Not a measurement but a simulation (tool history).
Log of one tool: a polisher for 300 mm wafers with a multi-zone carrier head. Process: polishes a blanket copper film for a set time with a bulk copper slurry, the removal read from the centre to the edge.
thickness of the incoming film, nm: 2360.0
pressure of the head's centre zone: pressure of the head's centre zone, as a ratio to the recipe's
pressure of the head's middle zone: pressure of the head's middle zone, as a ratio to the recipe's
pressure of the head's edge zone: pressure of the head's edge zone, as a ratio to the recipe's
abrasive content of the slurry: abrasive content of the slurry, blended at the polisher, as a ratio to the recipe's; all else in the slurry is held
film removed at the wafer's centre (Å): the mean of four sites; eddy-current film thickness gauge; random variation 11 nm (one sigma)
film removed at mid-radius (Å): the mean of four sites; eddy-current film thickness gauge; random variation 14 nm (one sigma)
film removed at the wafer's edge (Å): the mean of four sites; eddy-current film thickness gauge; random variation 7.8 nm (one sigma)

run	hour	flow of slurry (ml/min)	pressure of the head's centre zone	pressure of the head's middle zone	pressure of the head's edge zone	abrasive content of the slurry	polishing time (s)	film removed at the wafer's centre (Å)	film removed at mid-radius (Å)	film removed at the wafer's edge (Å)
1	0	125	1	1	1	1	60	6055	5722.7	6040.2
2	2.2	130	1.02	1.01	1.02	1.1	62	6423.5	6211.4	6411.9
3	4.3	135	1.04	1	1.04	1.15	65	6993.9	6517.6	6846.8
4	5	140	1.05	1	1.05	1.2	68	7543.1	6879.3	7285.7
5	9	140	1.05	1	1.05	1.35	68	7673.6	7035.1	7539
6	14.3	145	1.06	1	1.06	1.35	70	8051.5	7336.3	7852.5
7	20.6	150	1.07	1	1.07	1.35	72	8228	7715.6	8048.9
8	25	150	1.08	0.99	1.07	1.35	74	8540.5	7745.3	8341.9
9	28.8	150	1.09	0.99	1.07	1.35	75	8913	7955.4	8464.2
10	37.3	150	1.1	0.99	1.08	1.35	76	8884.4	7840.5	8622.5

Forecast run 11:
11	46	155	1.11	0.99	1.08	1.35	77	?	?	?

Run 11 gave film removed at the wafer's centre (Å) 9417.5, film removed at mid-radius (Å) 7948.9, film removed at the wafer's edge (Å) 8787.1.

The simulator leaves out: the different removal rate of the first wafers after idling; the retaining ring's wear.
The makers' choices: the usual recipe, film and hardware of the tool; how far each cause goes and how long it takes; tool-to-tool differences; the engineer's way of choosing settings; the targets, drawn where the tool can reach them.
